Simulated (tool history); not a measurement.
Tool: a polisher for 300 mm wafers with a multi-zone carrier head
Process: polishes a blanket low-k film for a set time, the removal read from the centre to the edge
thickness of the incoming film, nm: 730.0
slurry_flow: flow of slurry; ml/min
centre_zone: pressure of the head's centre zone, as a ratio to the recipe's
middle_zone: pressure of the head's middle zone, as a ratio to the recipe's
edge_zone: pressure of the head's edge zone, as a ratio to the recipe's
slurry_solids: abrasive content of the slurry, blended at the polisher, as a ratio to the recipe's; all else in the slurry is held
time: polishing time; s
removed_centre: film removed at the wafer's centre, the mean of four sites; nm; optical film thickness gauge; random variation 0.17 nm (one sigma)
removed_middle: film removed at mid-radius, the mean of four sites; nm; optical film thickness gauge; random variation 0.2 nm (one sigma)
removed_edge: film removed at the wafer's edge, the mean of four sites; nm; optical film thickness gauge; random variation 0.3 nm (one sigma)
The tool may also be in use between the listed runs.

Run 1, day 0.000: slurry_flow 205 ml/min, centre_zone 1.00, middle_zone 1.00, edge_zone 1.00, slurry_solids 1.00, time 72 s. Result: removed_centre 30.118 nm, removed_middle 30.509 nm, removed_edge 29.705 nm.
Run 2, day 0.125: slurry_flow 205 ml/min, centre_zone 1.00, middle_zone 1.00, edge_zone 0.91, slurry_solids 1.00, time 72 s. Result: removed_centre 30.260 nm, removed_middle 30.253 nm, removed_edge 28.645 nm.
Run 3, day 0.300: slurry_flow 205 ml/min, centre_zone 0.99, middle_zone 1.03, edge_zone 0.89, slurry_solids 0.90, time 72 s. Result: removed_centre 28.357 nm, removed_middle 29.681 nm, removed_edge 27.371 nm.
Run 4, day 0.404: slurry_flow 205 ml/min, centre_zone 0.99, middle_zone 1.03, edge_zone 0.86, slurry_solids 0.90, time 72 s. Result: removed_centre 28.237 nm, removed_middle 29.812 nm, removed_edge 26.722 nm.
Run 5, day 0.592: slurry_flow 205 ml/min, centre_zone 0.99, middle_zone 1.03, edge_zone 0.86, slurry_solids 1.00, time 72 s. Result: removed_centre 30.261 nm, removed_middle 31.743 nm, removed_edge 28.241 nm.
Run 6, day 0.954: slurry_flow 205 ml/min, centre_zone 0.99, middle_zone 1.10, edge_zone 0.86, slurry_solids 1.00, time 72 s. Result: removed_centre 30.201 nm, removed_middle 33.170 nm, removed_edge 27.669 nm.
Run 7, day 1.179: slurry_flow 205 ml/min, centre_zone 0.99, middle_zone 1.11, edge_zone 0.85, slurry_solids 0.95, time 71 s. Result: removed_centre 29.041 nm, removed_middle 32.272 nm, removed_edge 26.829 nm.
Run 8, day 1.283: slurry_flow 205 ml/min, centre_zone 0.99, middle_zone 1.12, edge_zone 0.84, slurry_solids 0.90, time 70 s. Result: removed_centre 27.702 nm, removed_middle 30.651 nm, removed_edge 26.224 nm.
Run 9, day 1.408: slurry_flow 205 ml/min, centre_zone 0.99, middle_zone 1.13, edge_zone 0.83, slurry_solids 0.90, time 68 s. Result: removed_centre 26.693 nm, removed_middle 30.319 nm, removed_edge 24.688 nm.
Run 10, day 1.771: slurry_flow 200 ml/min, centre_zone 0.99, middle_zone 1.14, edge_zone 0.83, slurry_solids 0.85, time 68 s. Result: removed_centre 26.238 nm, removed_middle 29.890 nm, removed_edge 24.386 nm.

Run 11 comes next. What will it give?
Run 11, day 1.929: slurry_flow 195 ml/min, centre_zone 0.99, middle_zone 1.14, edge_zone 0.83, slurry_solids 0.85, time 68 s. Result: removed_centre ?, removed_middle ?, removed_edge ?.

Run 11 gave removed_centre 26.018 nm, removed_middle 29.514 nm, removed_edge 24.184 nm.

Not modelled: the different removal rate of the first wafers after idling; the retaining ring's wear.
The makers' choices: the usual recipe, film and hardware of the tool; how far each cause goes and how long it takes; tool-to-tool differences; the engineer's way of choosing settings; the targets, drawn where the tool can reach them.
